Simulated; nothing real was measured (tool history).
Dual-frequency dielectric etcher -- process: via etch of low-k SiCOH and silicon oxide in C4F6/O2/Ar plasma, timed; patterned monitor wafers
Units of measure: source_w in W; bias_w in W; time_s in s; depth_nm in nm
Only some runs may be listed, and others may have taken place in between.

Run 1, hour 0.0: source_w 340 W, bias_w 156 W, time_s 39.0 s. Result: depth_nm 105.56 nm.
Run 2, hour 8.8: source_w 350 W, bias_w 157 W, time_s 39.0 s. Result: depth_nm 107.48 nm.
Run 3, hour 10.6: source_w 360 W, bias_w 158 W, time_s 39.0 s. Result: depth_nm 109.85 nm.
Run 4, hour 17.5: source_w 360 W, bias_w 158 W, time_s 39.0 s. Result: depth_nm 109.72 nm.
Run 5, hour 18.9: source_w 370 W, bias_w 158 W, time_s 39.0 s. Result: depth_nm 112.62 nm.
Run 6, hour 23.3: source_w 370 W, bias_w 158 W, time_s 35.5 s. Result: depth_nm 101.31 nm.

Forecast run 7:
Run 7, hour 29.2: source_w 380 W, bias_w 161 W, time_s 35.5 s. Result: depth_nm ?.

depth_nm: 104.00 nm
